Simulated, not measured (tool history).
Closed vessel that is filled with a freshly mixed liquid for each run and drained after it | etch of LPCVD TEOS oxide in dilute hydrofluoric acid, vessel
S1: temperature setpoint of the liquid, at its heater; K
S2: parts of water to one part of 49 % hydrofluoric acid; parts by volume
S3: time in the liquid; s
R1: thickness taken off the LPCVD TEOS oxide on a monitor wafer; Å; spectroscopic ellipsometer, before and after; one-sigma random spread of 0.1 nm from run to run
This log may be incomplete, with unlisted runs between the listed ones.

run  hour      S1   S2   S3      R1
  1     0  296.15  190  105  191.28
  2   6.4  297.65  190  105  202.62
  3  10.3  297.65  190  105  200.26
  4  18.7  299.15  190  105  213.78
  5  26.9  300.15  190  105   220.2
  6  27.9  297.65  190  105  202.48

What will run 7 give?
  7    34  298.65  190  105   ?

{"run 7": {"R1": 210.34}}

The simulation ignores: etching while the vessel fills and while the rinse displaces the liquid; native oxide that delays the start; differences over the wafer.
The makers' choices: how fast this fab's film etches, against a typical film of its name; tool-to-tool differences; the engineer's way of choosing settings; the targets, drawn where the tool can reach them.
